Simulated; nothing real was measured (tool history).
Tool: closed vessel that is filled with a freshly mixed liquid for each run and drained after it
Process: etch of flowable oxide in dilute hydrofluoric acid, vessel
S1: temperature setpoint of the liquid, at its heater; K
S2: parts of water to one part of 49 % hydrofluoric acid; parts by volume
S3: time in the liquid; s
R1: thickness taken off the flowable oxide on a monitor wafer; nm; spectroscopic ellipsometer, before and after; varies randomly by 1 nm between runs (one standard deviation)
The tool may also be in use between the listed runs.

| run | hour | S1 | S2 | S3 | R1 |
|---|---|---|---|---|---|
| 1 | 0 | 298.15 | 130 | 100 | 47.175 |
| 2 | 1.3 | 298.15 | 165 | 100 | 35.856 |
| 3 | 6.5 | 298.15 | 135 | 100 | 45.451 |
| 4 | 10.9 | 298.15 | 160 | 100 | 36.744 |
| 5 | 17.1 | 294.65 | 160 | 100 | 32.251 |
| 6 | 22.9 | 294.65 | 160 | 100 | 32.031 |
| 7 | 28.1 | 297.15 | 130 | 100 | 45.701 |
| 8 | 33.2 | 297.15 | 130 | 100 | 44.921 |
| 9 | 37.3 | 299.15 | 105 | 100 | 63.709 |
| 10 | 38.4 | 300.65 | 95 | 100 | 73.555 |
| 11 | 40.5 | 302.15 | 85 | 100 | 89.648 |

Run 12, settings as shown, results not yet in. Your forecast:
| 12 | 42.8 | 306.15 | 65 | 100 | ? |

{"run 12": {"R1": 140.34}}
